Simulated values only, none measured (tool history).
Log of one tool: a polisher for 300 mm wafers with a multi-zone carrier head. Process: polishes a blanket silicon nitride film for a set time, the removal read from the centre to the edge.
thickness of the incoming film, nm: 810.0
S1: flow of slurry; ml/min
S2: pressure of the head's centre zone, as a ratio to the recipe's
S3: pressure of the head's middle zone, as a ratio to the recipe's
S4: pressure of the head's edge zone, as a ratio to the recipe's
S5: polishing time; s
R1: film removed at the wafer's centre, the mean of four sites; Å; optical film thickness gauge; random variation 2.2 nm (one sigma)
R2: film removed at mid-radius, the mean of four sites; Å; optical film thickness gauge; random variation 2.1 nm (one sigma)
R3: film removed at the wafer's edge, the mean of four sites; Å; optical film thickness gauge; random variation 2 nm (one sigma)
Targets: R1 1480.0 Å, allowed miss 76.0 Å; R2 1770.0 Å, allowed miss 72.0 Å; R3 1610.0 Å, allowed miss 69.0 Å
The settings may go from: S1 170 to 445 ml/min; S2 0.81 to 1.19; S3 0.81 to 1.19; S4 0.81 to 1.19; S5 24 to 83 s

{"run": 1, "hour": 0.0, "S1": 285, "S2": 1.0, "S3": 1.0, "S4": 1.0, "S5": 53, "R1": 1179.2, "R2": 1089.8, "R3": 1092.9}
{"run": 2, "hour": 1.5, "S1": 285, "S2": 1.0, "S3": 1.0, "S4": 1.07, "S5": 53, "R1": 1166.3, "R2": 1065.7, "R3": 1104.3}
{"run": 3, "hour": 9.7, "S1": 285, "S2": 1.0, "S3": 1.0, "S4": 1.12, "S5": 53, "R1": 1185.1, "R2": 1089.3, "R3": 1153.0}
{"run": 4, "hour": 16.1, "S1": 285, "S2": 0.99, "S3": 1.03, "S4": 1.13, "S5": 55, "R1": 1250.7, "R2": 1154.1, "R3": 1234.9}
{"run": 5, "hour": 17.5, "S1": 285, "S2": 0.99, "S3": 1.03, "S4": 1.16, "S5": 55, "R1": 1249.3, "R2": 1171.5, "R3": 1244.9}
{"run": 6, "hour": 23.3, "S1": 285, "S2": 0.99, "S3": 1.03, "S4": 1.16, "S5": 64, "R1": 1422.3, "R2": 1349.4, "R3": 1441.0}
{"hour": 28.9, "done": "centre zone pressure recalibrated"}
{"run": 7, "hour": 28.9, "S1": 290, "S2": 0.97, "S3": 1.05, "S4": 1.14, "S5": 65, "R1": 1362.6, "R2": 1405.3, "R3": 1411.6}
{"run": 8, "hour": 34.8, "S1": 290, "S2": 0.97, "S3": 1.06, "S4": 1.14, "S5": 66, "R1": 1354.6, "R2": 1406.3, "R3": 1449.2}

5 next moves are on the table. One of them brings every result within its allowed miss. Which?
{"run": "A", "hour": 40.7, "S1": 255, "S2": 0.85, "S3": 1.05, "S4": 1.08, "S5": 83, "R1": "?", "R2": "?", "R3": "?"}
{"run": "B", "hour": 40.7, "S1": 305, "S2": 0.96, "S3": 1.07, "S4": 1.11, "S5": 81, "R1": "?", "R2": "?", "R3": "?"}
{"run": "C", "hour": 40.7, "S1": 310, "S2": 0.92, "S3": 1.17, "S4": 1.07, "S5": 75, "R1": "?", "R2": "?", "R3": "?"}
{"run": "D", "hour": 40.7, "S1": 310, "S2": 1.02, "S3": 1.14, "S4": 1.03, "S5": 76, "R1": "?", "R2": "?", "R3": "?"}
{"run": "E", "hour": 40.7, "S1": 275, "S2": 0.81, "S3": 1.19, "S4": 1.11, "S5": 75, "R1": "?", "R2": "?", "R3": "?"}

move=A R1=1480.3 R2=1776.7 R3=1794.8
move=B R1=1663.8 R2=1790.4 R3=1798.1
move=C R1=1479.2 R2=1793.0 R3=1633.9
move=D R1=1662.8 R2=1775.8 R3=1625.5
move=E R1=1285.7 R2=1800.9 R3=1650.4
A: brings the result that was furthest off to its target, and leaves another outside
B: brings the result that was furthest off to its target, and leaves another outside
C: meets every target
D: brings the result that was furthest off to its target, and leaves another outside
E: brings the result that was furthest off to its target, and leaves another outside
The right move is C.
